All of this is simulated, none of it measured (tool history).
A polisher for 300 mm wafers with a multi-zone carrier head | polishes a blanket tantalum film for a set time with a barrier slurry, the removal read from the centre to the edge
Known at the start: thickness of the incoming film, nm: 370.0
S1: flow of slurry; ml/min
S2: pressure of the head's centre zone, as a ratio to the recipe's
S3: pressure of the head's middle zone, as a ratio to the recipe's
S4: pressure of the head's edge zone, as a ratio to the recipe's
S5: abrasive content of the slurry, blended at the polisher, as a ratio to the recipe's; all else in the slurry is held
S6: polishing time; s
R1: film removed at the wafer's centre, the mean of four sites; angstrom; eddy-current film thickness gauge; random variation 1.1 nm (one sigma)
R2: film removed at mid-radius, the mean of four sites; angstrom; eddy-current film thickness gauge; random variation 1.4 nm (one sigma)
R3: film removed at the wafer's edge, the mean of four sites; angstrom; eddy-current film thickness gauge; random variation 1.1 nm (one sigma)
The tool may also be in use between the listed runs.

run    day   S1    S2    S3    S4    S5  S6       R1       R2       R3
  1  0.000  255  1.00  1.00  1.00  1.00  67  1074.60  1139.60  1136.90
  2  0.367  255  1.00  1.00  1.00  1.00  52   835.15   859.93   886.44
  3  0.496  255  1.00  1.00  1.00  0.80  52   805.11   828.87   834.89
  4  0.812  260  1.03  1.00  1.03  0.95  55   912.27   898.34   928.21
  5  1.050  260  1.04  0.99  1.06  1.05  58   982.97   994.67  1026.40
  6  1.208  205  1.04  0.99  1.06  1.05  58   967.73   935.54   985.58
  7  1.238  230  1.06  0.97  1.09  1.15  59  1045.60   975.66  1071.90
  8  1.475  255  1.07  0.97  1.11  1.25  60  1083.40  1030.40  1134.00
  9  1.650  255  1.07  0.97  1.11  1.25  60  1086.80  1044.80  1112.70

The next listed run, before its measurement:
 10  1.854  260  1.07  0.95  1.13  1.30  62   ?   ?   ?

Run 10 gave R1 1133.20 angstrom, R2 1070.70 angstrom, R3 1178.00 angstrom.
